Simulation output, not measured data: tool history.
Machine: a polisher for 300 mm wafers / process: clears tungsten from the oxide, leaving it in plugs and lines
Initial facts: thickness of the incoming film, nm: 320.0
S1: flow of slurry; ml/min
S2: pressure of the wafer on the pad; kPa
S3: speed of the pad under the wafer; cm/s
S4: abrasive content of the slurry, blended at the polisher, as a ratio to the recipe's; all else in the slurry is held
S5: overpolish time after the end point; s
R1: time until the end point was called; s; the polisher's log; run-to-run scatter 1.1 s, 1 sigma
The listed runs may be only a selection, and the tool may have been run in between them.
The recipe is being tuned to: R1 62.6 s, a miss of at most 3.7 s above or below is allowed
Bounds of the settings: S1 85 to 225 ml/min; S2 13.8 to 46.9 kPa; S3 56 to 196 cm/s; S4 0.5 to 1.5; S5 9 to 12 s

Run 1, hour 0: S1 145 ml/min, S2 30.3 kPa, S3 126 cm/s, S4 1, S5 12 s. Result: R1 42.918 s.
Run 2, hour 6.1: S1 145 ml/min, S2 30.3 kPa, S3 126 cm/s, S4 1, S5 12 s. Result: R1 40.76 s.
Run 3, hour 9.8: S1 145 ml/min, S2 28.3 kPa, S3 124 cm/s, S4 1, S5 12 s. Result: R1 45.598 s.
Run 4, hour 16: S1 145 ml/min, S2 26.9 kPa, S3 124 cm/s, S4 1, S5 12 s. Result: R1 46.588 s.
Run 5, hour 18.4: S1 145 ml/min, S2 33.1 kPa, S3 124 cm/s, S4 1, S5 12 s. Result: R1 40.028 s.
Run 6, hour 21.5: S1 145 ml/min, S2 33.1 kPa, S3 124 cm/s, S4 1, S5 12 s. Result: R1 38.702 s.
Run 7, hour 27.5: S1 145 ml/min, S2 30.3 kPa, S3 122 cm/s, S4 1, S5 12 s. Result: R1 40.871 s.
Run 8, hour 35: S1 145 ml/min, S2 27.6 kPa, S3 120 cm/s, S4 1, S5 12 s. Result: R1 46.928 s.
Run 9, hour 41.7: S1 145 ml/min, S2 26.2 kPa, S3 118 cm/s, S4 1, S5 12 s. Result: R1 51.149 s.
Run 10, hour 43.2: S1 145 ml/min, S2 26.2 kPa, S3 118 cm/s, S4 1, S5 12 s. Result: R1 51.078 s.

Which of these 4 next moves meets every target?
Run A, hour 44.7: S1 165 ml/min, S2 26.9 kPa, S3 120 cm/s, S4 1, S5 12 s. Result: R1 ?.
Run B, hour 44.7: S1 110 ml/min, S2 21.4 kPa, S3 116 cm/s, S4 1.2, S5 12 s. Result: R1 ?.
Run C, hour 44.7: S1 180 ml/min, S2 24.1 kPa, S3 134 cm/s, S4 1, S5 12 s. Result: R1 ?.
Run D, hour 44.7: S1 155 ml/min, S2 24.1 kPa, S3 154 cm/s, S4 0.95, S5 11 s. Result: R1 ?.

move      R1
   A   46.99
   B  62.208
   C  46.322
   D    41.7
A: lands further from the targets than the last run did
B: in spec on every target
C: lands further from the targets than the last run did
D: lands further from the targets than the last run did
So the answer is move B, the one that meets all the targets.
